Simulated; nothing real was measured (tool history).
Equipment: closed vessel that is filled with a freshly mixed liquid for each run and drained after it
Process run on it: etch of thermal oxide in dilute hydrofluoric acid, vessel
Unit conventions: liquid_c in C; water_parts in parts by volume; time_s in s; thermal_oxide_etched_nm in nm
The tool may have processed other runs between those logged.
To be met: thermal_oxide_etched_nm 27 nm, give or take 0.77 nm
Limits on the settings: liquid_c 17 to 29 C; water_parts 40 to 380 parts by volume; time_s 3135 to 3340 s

Run 1, day 0: liquid_c 21 C, water_parts 210 parts by volume, time_s 3135 s. Result: thermal_oxide_etched_nm 51.865 nm.
Run 2, day 0.238: liquid_c 23.5 C, water_parts 210 parts by volume, time_s 3135 s. Result: thermal_oxide_etched_nm 56.397 nm.
Run 3, day 0.592: liquid_c 23.5 C, water_parts 210 parts by volume, time_s 3340 s. Result: thermal_oxide_etched_nm 60.245 nm.
Run 4, day 0.862: liquid_c 22.5 C, water_parts 230 parts by volume, time_s 3340 s. Result: thermal_oxide_etched_nm 52.451 nm.
Run 5, day 1.229: liquid_c 22.5 C, water_parts 230 parts by volume, time_s 3135 s. Result: thermal_oxide_etched_nm 49.348 nm.
Run 6, day 1.333: liquid_c 22.5 C, water_parts 230 parts by volume, time_s 3340 s. Result: thermal_oxide_etched_nm 52.537 nm.
Run 7, day 1.583: liquid_c 22 C, water_parts 245 parts by volume, time_s 3340 s. Result: thermal_oxide_etched_nm 47.17 nm.
Run 8, day 1.896: liquid_c 21.5 C, water_parts 255 parts by volume, time_s 3340 s. Result: thermal_oxide_etched_nm 44.284 nm.

4 next moves are on the table. One of them brings every result within its allowed miss. Which?
Run A, day 2.208: liquid_c 21 C, water_parts 335 parts by volume, time_s 3135 s. Result: thermal_oxide_etched_nm ?.
Run B, day 2.208: liquid_c 21.5 C, water_parts 360 parts by volume, time_s 3200 s. Result: thermal_oxide_etched_nm ?.
Run C, day 2.208: liquid_c 22 C, water_parts 300 parts by volume, time_s 3135 s. Result: thermal_oxide_etched_nm ?.
Run D, day 2.208: liquid_c 22 C, water_parts 375 parts by volume, time_s 3135 s. Result: thermal_oxide_etched_nm ?.

move  thermal_oxide_etched_nm
   A                   28.946
   B                    27.37
   C                   34.574
   D                   25.847
A: gains on the last run, yet a result remains outside its allowed miss
B: hits every target within its allowed miss
C: gains on the last run, yet a result remains outside its allowed miss
D: carries the result that was furthest off beyond its target, to the other side
The right move is B.
